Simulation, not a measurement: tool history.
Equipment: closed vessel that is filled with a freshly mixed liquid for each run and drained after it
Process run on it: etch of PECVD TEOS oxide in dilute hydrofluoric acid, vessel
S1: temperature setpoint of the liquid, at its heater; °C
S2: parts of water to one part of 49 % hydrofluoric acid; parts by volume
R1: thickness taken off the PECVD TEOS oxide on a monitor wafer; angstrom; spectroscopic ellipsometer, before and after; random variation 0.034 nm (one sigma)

{"run": 1, "hour": 0.0, "S1": 23, "S2": 70, "time in the liquid (s)": 85, "R1": 209.79}
{"run": 2, "hour": 6.2, "S1": 21, "S2": 85, "time in the liquid (s)": 85, "R1": 156.33}
{"run": 3, "hour": 7.4, "S1": 21, "S2": 85, "time in the liquid (s)": 85, "R1": 156.93}
{"run": 4, "hour": 14.4, "S1": 19.5, "S2": 95, "time in the liquid (s)": 85, "R1": 130.72}
{"run": 5, "hour": 22.2, "S1": 18.5, "S2": 105, "time in the liquid (s)": 85, "R1": 112.66}
{"run": 6, "hour": 30.6, "S1": 18, "S2": 110, "time in the liquid (s)": 85, "R1": 103.75}
{"run": 7, "hour": 37.6, "S1": 18, "S2": 110, "time in the liquid (s)": 85, "R1": 104.4}

Forecast run 8:
{"run": 8, "hour": 41.9, "S1": 17.5, "S2": 115, "time in the liquid (s)": 85, "R1": "?"}

Run 8 measured R1 97.228 angstrom.
